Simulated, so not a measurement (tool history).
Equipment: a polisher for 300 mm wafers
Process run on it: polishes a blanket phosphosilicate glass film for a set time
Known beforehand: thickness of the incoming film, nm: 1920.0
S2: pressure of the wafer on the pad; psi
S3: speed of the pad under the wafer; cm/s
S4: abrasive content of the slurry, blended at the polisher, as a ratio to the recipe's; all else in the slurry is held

{"run": 1, "hour": 0.0, "flow of slurry (ml/min)": 160, "S2": 3.8, "S3": 126, "S4": 1.0, "polishing time (s)": 44, "film removed (nm)": 567.04}
{"run": 2, "hour": 2.5, "flow of slurry (ml/min)": 160, "S2": 3.8, "S3": 126, "S4": 1.0, "polishing time (s)": 46, "film removed (nm)": 610.1}
{"run": 3, "hour": 4.4, "flow of slurry (ml/min)": 160, "S2": 3.8, "S3": 126, "S4": 1.0, "polishing time (s)": 44, "film removed (nm)": 572.66}
{"run": 4, "hour": 8.2, "flow of slurry (ml/min)": 160, "S2": 4.4, "S3": 126, "S4": 1.0, "polishing time (s)": 44, "film removed (nm)": 664.65}
{"run": 5, "hour": 15.7, "flow of slurry (ml/min)": 165, "S2": 4.6, "S3": 126, "S4": 1.0, "polishing time (s)": 44, "film removed (nm)": 702.1}
{"run": 6, "hour": 21.4, "flow of slurry (ml/min)": 170, "S2": 4.8, "S3": 126, "S4": 1.0, "polishing time (s)": 44, "film removed (nm)": 733.66}
{"run": 7, "hour": 23.8, "flow of slurry (ml/min)": 170, "S2": 5.0, "S3": 126, "S4": 1.0, "polishing time (s)": 44, "film removed (nm)": 757.89}

What will run 8 give?
{"run": 8, "hour": 26.3, "flow of slurry (ml/min)": 170, "S2": 5.2, "S3": 126, "S4": 1.0, "polishing time (s)": 44, "film removed (nm)": "?"}

Run 8 gave film removed (nm) 786.03.
